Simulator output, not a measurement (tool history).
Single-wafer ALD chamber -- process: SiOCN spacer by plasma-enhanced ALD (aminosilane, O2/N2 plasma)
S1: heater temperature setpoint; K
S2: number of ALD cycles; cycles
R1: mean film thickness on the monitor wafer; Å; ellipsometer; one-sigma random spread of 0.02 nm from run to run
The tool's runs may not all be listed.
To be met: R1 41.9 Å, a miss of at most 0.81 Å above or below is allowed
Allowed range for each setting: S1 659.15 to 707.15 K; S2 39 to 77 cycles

| run | hour | S1 | S2 | R1 |
|---|---|---|---|---|
| 1 | 0 | 683.15 | 58 | 33.231 |
| 2 | 7.1 | 689.15 | 58 | 32.601 |
| 3 | 9.1 | 689.15 | 53 | 30.064 |
| 4 | 16.7 | 694.15 | 53 | 29.406 |
| 5 | 23.2 | 685.15 | 53 | 30.439 |
| 6 | 26.9 | 685.15 | 59 | 33.467 |
| 7 | 29.1 | 673.15 | 68 | 39.845 |
| 8 | 33.3 | 672.15 | 69 | 40.518 |
| 9 | 35.9 | 671.15 | 69 | 40.631 |
| 10 | 38.8 | 670.15 | 69 | 40.804 |
| 11 | 41.7 | 669.15 | 69 | 40.587 |
| 12 | 48.7 | 669.15 | 69 | 40.519 |

Exactly one of the 5 candidate moves below puts every result within its allowed miss. Which one?
| A | 55.7 | 672.15 | 71 | ? |
| B | 55.7 | 664.15 | 66 | ? |
| C | 55.7 | 675.15 | 65 | ? |
| D | 55.7 | 666.15 | 66 | ? |
| E | 55.7 | 672.15 | 62 | ? |

| move | R1 |
|---|---|
| A | 42.058 |
| B | 39.096 |
| C | 38.504 |
| D | 39.096 |
| E | 36.727 |
A: all results in spec
B: its largest miss is bigger than the last run's
C: its largest miss is bigger than the last run's
D: its largest miss is bigger than the last run's
E: its largest miss is bigger than the last run's
So the answer is move A, the one that meets all the targets.
